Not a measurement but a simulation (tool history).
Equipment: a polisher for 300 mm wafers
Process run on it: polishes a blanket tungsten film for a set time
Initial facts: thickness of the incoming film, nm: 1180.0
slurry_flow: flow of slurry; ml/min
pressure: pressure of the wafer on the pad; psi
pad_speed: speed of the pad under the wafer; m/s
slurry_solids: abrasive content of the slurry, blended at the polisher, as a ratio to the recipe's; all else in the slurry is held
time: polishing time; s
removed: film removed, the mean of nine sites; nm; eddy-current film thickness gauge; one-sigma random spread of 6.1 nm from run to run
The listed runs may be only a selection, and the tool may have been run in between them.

Run 1, hour 0: slurry_flow 195 ml/min, pressure 4.7 psi, pad_speed 1.2 m/s, slurry_solids 1, time 50 s. Result: removed 329.16 nm.
Run 2, hour 8.4: slurry_flow 195 ml/min, pressure 5 psi, pad_speed 1.2 m/s, slurry_solids 1, time 50 s. Result: removed 350.49 nm.
Run 3, hour 12.4: slurry_flow 195 ml/min, pressure 4.3 psi, pad_speed 1.2 m/s, slurry_solids 1, time 50 s. Result: removed 306.37 nm.
Run 4, hour 18.8: slurry_flow 195 ml/min, pressure 4.7 psi, pad_speed 1.2 m/s, slurry_solids 1, time 50 s. Result: removed 338.11 nm.
Run 5, hour 21.2: slurry_flow 195 ml/min, pressure 5.2 psi, pad_speed 1.2 m/s, slurry_solids 1, time 50 s. Result: removed 366 nm.
Run 6, hour 29: slurry_flow 195 ml/min, pressure 5.7 psi, pad_speed 1.2 m/s, slurry_solids 1, time 50 s. Result: removed 411.71 nm.
Run 7, hour 30: slurry_flow 195 ml/min, pressure 5.8 psi, pad_speed 1.2 m/s, slurry_solids 1, time 50 s. Result: removed 416.08 nm.

Run 8 is up next; what results do you expect?
Run 8, hour 37.6: slurry_flow 195 ml/min, pressure 5.9 psi, pad_speed 1.2 m/s, slurry_solids 1, time 50 s. Result: removed ?.

Run 8 came out at removed 414 nm.
